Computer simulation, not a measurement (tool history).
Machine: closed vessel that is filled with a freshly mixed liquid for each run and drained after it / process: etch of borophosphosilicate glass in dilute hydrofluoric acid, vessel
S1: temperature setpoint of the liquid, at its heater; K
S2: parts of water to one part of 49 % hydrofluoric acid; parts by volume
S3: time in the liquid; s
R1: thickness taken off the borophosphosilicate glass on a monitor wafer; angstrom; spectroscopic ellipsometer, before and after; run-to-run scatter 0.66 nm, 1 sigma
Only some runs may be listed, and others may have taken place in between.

run,hour,S1,S2,S3,R1
1,0.0,298.15,90,105,463.56
2,3.3,300.65,70,105,670.47
3,4.4,300.65,70,115,741.62
4,9.2,300.65,50,115,1059.20
5,10.3,300.65,80,115,633.86
6,16.1,301.65,65,115,833.42
7,18.4,302.65,55,115,1032.60
8,23.6,303.65,50,115,1197.70
9,24.5,306.15,50,115,1316.00
10,33.0,306.15,45,115,1461.10
11,34.2,305.65,45,115,1444.30

Run 12 has not been measured yet. What should we expect?
12,39.8,305.15,45,115,?

Run 12 came out at R1 1422.50 angstrom.
